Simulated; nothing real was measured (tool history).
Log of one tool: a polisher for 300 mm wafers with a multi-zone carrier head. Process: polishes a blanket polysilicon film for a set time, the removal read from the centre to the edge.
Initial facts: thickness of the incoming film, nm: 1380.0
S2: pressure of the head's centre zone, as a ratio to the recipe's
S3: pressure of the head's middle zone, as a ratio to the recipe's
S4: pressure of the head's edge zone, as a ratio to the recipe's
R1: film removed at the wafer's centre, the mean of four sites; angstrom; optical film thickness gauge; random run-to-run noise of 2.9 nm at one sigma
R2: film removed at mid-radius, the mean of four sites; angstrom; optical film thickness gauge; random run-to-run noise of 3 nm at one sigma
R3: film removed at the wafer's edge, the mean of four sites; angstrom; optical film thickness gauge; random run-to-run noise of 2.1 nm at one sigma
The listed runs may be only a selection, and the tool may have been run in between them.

run 1 hour=0.0 | flow_of_slurry_(ml/min)=270 S2=1.00 S3=1.00 S4=1.00 polishing_time_(s)=50 | R1=4217.1 R2=4387.7 R3=4370.3
run 2 hour=1.3 | flow_of_slurry_(ml/min)=270 S2=1.00 S3=1.00 S4=0.92 polishing_time_(s)=50 | R1=4221.9 R2=4278.5 R3=4198.8
run 3 hour=9.3 | flow_of_slurry_(ml/min)=270 S2=1.01 S3=1.00 S4=0.91 polishing_time_(s)=49 | R1=4174.1 R2=4252.6 R3=4120.1
run 4 hour=16.1 | flow_of_slurry_(ml/min)=225 S2=1.01 S3=1.00 S4=0.91 polishing_time_(s)=49 | R1=4074.3 R2=4147.7 R3=4031.6
run 5 hour=20.6 | flow_of_slurry_(ml/min)=225 S2=1.02 S3=1.00 S4=0.90 polishing_time_(s)=48 | R1=4002.1 R2=4007.1 R3=3909.6
run 6 hour=24.4 | flow_of_slurry_(ml/min)=220 S2=1.03 S3=1.00 S4=0.89 polishing_time_(s)=48 | R1=4037.1 R2=3971.4 R3=3850.1
run 7 hour=28.9 | flow_of_slurry_(ml/min)=215 S2=1.03 S3=1.00 S4=0.88 polishing_time_(s)=48 | R1=3964.6 R2=3969.6 R3=3860.1
run 8 hour=31.6 | flow_of_slurry_(ml/min)=215 S2=1.04 S3=1.00 S4=0.87 polishing_time_(s)=48 | R1=4027.6 R2=4018.1 R3=3831.6
run 9 hour=34.0 | flow_of_slurry_(ml/min)=210 S2=1.05 S3=1.00 S4=0.86 polishing_time_(s)=48 | R1=4131.9 R2=3991.6 R3=3798.3
run 10 hour=37.0 | flow_of_slurry_(ml/min)=205 S2=1.05 S3=1.00 S4=0.85 polishing_time_(s)=48 | R1=4049.0 R2=3990.4 R3=3796.5

The next listed run, before its measurement:
run 11 hour=40.1 | flow_of_slurry_(ml/min)=205 S2=1.06 S3=1.00 S4=0.85 polishing_time_(s)=48 | R1=? R2=? R3=?

{"run 11": {"R1": 4082.5, "R2": 4015.3, "R3": 3792.3}}
